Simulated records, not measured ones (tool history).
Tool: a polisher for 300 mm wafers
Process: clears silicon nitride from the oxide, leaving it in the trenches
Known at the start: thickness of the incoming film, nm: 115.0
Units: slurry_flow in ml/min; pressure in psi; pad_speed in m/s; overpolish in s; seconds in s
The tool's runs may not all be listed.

run 1 hour=0 | slurry_flow=250 pressure=3.1 pad_speed=1.16 overpolish=18 | seconds=102.87
run 2 hour=7 | slurry_flow=250 pressure=3.8 pad_speed=1.16 overpolish=18 | seconds=84.198
run 3 hour=9.4 | slurry_flow=250 pressure=4.4 pad_speed=1.16 overpolish=18 | seconds=73.343
run 4 hour=10 | slurry_flow=250 pressure=4.5 pad_speed=1.16 overpolish=18 | seconds=72.125
run 5 hour=16.5 | slurry_flow=250 pressure=4.5 pad_speed=0.96 overpolish=18 | seconds=84.54
run 6 hour=25.2 | slurry_flow=250 pressure=4.5 pad_speed=0.96 overpolish=19 | seconds=82.933
run 7 hour=28 | slurry_flow=250 pressure=4.6 pad_speed=0.98 overpolish=19 | seconds=80.698

The next listed run, before its measurement:
run 8 hour=32.6 | slurry_flow=250 pressure=4.6 pad_speed=1 overpolish=19 | seconds=?

Run 8 gave seconds 80.563 s.

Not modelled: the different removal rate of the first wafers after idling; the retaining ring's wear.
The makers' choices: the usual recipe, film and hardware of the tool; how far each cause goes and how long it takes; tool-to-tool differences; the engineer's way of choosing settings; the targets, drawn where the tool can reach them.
